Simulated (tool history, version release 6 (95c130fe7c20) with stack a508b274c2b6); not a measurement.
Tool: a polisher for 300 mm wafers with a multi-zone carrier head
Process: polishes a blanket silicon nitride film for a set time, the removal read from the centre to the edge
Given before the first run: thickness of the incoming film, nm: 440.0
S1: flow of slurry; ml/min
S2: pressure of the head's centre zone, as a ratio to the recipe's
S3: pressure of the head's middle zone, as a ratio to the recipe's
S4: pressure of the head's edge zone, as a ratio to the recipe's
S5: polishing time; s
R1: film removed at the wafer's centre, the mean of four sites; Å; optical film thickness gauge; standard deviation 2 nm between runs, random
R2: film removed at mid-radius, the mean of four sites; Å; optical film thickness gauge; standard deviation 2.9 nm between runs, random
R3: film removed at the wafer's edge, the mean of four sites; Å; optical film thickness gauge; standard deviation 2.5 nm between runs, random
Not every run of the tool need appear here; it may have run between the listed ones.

run 1 hour=0.0 | S1=185 S2=1.00 S3=1.00 S4=1.00 S5=66 | R1=1746.9 R2=1642.4 R3=1598.0
run 2 hour=4.1 | S1=185 S2=1.04 S3=1.00 S4=1.00 S5=66 | R1=1790.2 R2=1626.1 R3=1579.6
run 3 hour=7.1 | S1=185 S2=0.95 S3=1.00 S4=1.00 S5=66 | R1=1641.3 R2=1625.0 R3=1574.1
run 4 hour=14.3 | S1=185 S2=0.95 S3=0.96 S4=1.00 S5=66 | R1=1656.5 R2=1579.9 R3=1594.9
run 5 hour=14.9 | S1=190 S2=0.96 S3=0.96 S4=1.02 S5=69 | R1=1734.1 R2=1616.5 R3=1659.4
run 6 hour=16.7 | S1=190 S2=0.96 S3=0.89 S4=1.02 S5=69 | R1=1757.8 R2=1571.1 R3=1685.8
run 7 hour=20.8 | S1=190 S2=0.96 S3=0.90 S4=1.03 S5=72 | R1=1793.9 R2=1620.8 R3=1760.3
-- hour=24.2 centre zone pressure recalibrated
run 8 hour=24.2 | S1=195 S2=0.97 S3=0.92 S4=1.04 S5=74 | R1=1698.4 R2=1712.2 R3=1784.2

The next listed run, before its measurement:
run 9 hour=31.8 | S1=220 S2=0.98 S3=0.86 S4=0.97 S5=90 | R1=? R2=? R3=?

R1: 2144.2 Å
R2: 2045.9 Å
R3: 2189.0 Å
